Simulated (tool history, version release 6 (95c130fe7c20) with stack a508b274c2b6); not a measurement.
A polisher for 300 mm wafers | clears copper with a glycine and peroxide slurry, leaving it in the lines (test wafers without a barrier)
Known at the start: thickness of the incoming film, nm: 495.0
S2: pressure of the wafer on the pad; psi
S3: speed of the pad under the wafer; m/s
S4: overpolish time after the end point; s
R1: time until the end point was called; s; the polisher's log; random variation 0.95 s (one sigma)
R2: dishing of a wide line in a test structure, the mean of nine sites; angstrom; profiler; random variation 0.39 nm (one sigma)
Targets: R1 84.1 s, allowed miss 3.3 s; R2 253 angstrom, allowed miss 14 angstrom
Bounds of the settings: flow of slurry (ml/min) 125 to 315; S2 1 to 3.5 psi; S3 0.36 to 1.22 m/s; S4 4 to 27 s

run 1 hour=0 | flow_of_slurry_(ml/min)=205 S2=2.2 S3=0.78 S4=14 | R1=104.94 R2=430.14
run 2 hour=1.9 | flow_of_slurry_(ml/min)=165 S2=2.2 S3=0.78 S4=14 | R1=112.32 R2=422.56
run 3 hour=5.7 | flow_of_slurry_(ml/min)=210 S2=2.2 S3=0.8 S4=11 | R1=105.62 R2=355.69
run 4 hour=14.2 | flow_of_slurry_(ml/min)=210 S2=2.2 S3=0.8 S4=7 | R1=106.34 R2=232.64
run 5 hour=22.8 | flow_of_slurry_(ml/min)=175 S2=2.2 S3=0.8 S4=7 | R1=107.99 R2=230.13
run 6 hour=28.6 | flow_of_slurry_(ml/min)=205 S2=2.2 S3=0.8 S4=7 | R1=104.06 R2=230.76
run 7 hour=31.8 | flow_of_slurry_(ml/min)=220 S2=2.3 S3=0.8 S4=7 | R1=102.88 R2=247.91
run 8 hour=36 | flow_of_slurry_(ml/min)=200 S2=2.9 S3=0.84 S4=4 | R1=81.728 R2=176.81
run 9 hour=41.6 | flow_of_slurry_(ml/min)=205 S2=2.8 S3=0.86 S4=5 | R1=82.793 R2=216.2
run 10 hour=45.2 | flow_of_slurry_(ml/min)=210 S2=2.7 S3=0.88 S4=5 | R1=82.732 R2=214.95
run 11 hour=47.4 | flow_of_slurry_(ml/min)=215 S2=2.6 S3=0.9 S4=5 | R1=84.897 R2=211.87
run 12 hour=53.8 | flow_of_slurry_(ml/min)=220 S2=2.6 S3=0.9 S4=5 | R1=85.431 R2=212.16

4 next moves are on the table. One of them brings every result within its allowed miss. Which?
run A hour=60.2 | flow_of_slurry_(ml/min)=260 S2=2.4 S3=0.94 S4=6 | R1=? R2=?
run B hour=60.2 | flow_of_slurry_(ml/min)=200 S2=2.5 S3=0.92 S4=4 | R1=? R2=?
run C hour=60.2 | flow_of_slurry_(ml/min)=215 S2=2.6 S3=0.84 S4=7 | R1=? R2=?
run D hour=60.2 | flow_of_slurry_(ml/min)=270 S2=2.7 S3=0.78 S4=4 | R1=? R2=?

move=A R1=84.303 R2=253.54
move=B R1=85.506 R2=171.31
move=C R1=88.2 R2=281.21
move=D R1=88.468 R2=166.25
A: meets every target
B: further off than the last run
C: takes the result that was furthest off past its target
D: further off than the last run
The right move is A.
